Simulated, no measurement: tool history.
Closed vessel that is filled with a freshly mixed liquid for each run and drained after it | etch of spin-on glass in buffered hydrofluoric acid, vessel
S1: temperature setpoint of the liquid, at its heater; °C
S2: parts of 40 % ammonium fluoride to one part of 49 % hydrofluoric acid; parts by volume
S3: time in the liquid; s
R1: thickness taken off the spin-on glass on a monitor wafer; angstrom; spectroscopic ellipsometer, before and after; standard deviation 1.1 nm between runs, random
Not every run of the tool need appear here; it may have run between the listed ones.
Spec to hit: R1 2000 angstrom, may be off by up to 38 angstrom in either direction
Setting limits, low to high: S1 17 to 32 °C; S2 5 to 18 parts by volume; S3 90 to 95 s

| run | hour | S1 | S2 | S3 | R1 |
|---|---|---|---|---|---|
| 1 | 0 | 24 | 11 | 90 | 1471.2 |
| 2 | 5.7 | 24 | 11 | 90 | 1478.1 |
| 3 | 8.1 | 25.5 | 11 | 90 | 1597.5 |
| 4 | 11.6 | 22.5 | 11 | 90 | 1351.5 |
| 5 | 13.5 | 24 | 11 | 90 | 1477.9 |
| 6 | 22.1 | 25.5 | 11 | 90 | 1592.3 |
| 7 | 25.8 | 26.5 | 11 | 90 | 1687.6 |
| 8 | 29.7 | 27 | 11 | 90 | 1717.3 |

Pick the move, out of 5, that brings all results within their allowed miss; only one does.
| A | 33.6 | 27 | 10.5 | 95 | ? |
| B | 33.6 | 32 | 12 | 95 | ? |
| C | 33.6 | 28 | 10.5 | 90 | ? |
| D | 33.6 | 27 | 10 | 95 | ? |
| E | 33.6 | 27 | 9 | 95 | ? |

| move | R1 |
|---|---|
| A | 1921.3 |
| B | 2194.9 |
| C | 1919.8 |
| D | 2014.6 |
| E | 2152.5 |
A: nearer the targets than the last run, but a result is still out of spec
B: takes the result that was furthest off past its target
C: nearer the targets than the last run, but a result is still out of spec
D: all results land within tolerance of their targets
E: takes the result that was furthest off past its target
So the answer is move D, the one that meets all the targets.
